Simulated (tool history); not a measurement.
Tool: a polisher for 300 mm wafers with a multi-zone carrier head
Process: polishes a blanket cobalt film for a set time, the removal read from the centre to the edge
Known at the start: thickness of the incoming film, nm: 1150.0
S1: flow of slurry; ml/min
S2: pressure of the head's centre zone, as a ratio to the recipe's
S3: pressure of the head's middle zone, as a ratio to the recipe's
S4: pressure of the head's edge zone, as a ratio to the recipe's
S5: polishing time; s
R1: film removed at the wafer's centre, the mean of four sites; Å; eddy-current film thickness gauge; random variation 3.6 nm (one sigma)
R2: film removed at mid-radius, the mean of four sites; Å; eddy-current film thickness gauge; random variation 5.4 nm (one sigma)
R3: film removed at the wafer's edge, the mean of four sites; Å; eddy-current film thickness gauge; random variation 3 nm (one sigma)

run	hour	S1	S2	S3	S4	S5	R1	R2	R3
1	0.0	295	1.00	1.00	1.00	69	4847.3	4839.8	4797.2
2	5.0	295	0.92	1.00	1.00	69	4504.5	4918.3	4767.6
3	8.0	295	0.92	1.05	1.00	69	4530.4	5133.4	4852.8
4	9.5	295	0.92	1.05	1.00	77	5030.0	5723.4	5382.7
5	15.8	295	0.95	1.05	1.00	77	5182.7	5774.3	5340.3
6	22.1	295	0.95	0.98	1.00	77	5149.6	5312.1	5346.0
7	28.3	280	0.91	0.96	0.98	74	4657.5	5046.6	5085.8
8	35.6	275	0.89	0.94	0.95	72	4516.4	4831.1	4866.2
9	38.4	265	0.87	0.93	0.94	71	4267.9	4702.2	4793.8

Forecast run 10:
10	38.9	260	0.86	0.92	0.92	70	?	?	?

{"run 10": {"R1": 4189.3, "R2": 4603.1, "R3": 4652.6}}

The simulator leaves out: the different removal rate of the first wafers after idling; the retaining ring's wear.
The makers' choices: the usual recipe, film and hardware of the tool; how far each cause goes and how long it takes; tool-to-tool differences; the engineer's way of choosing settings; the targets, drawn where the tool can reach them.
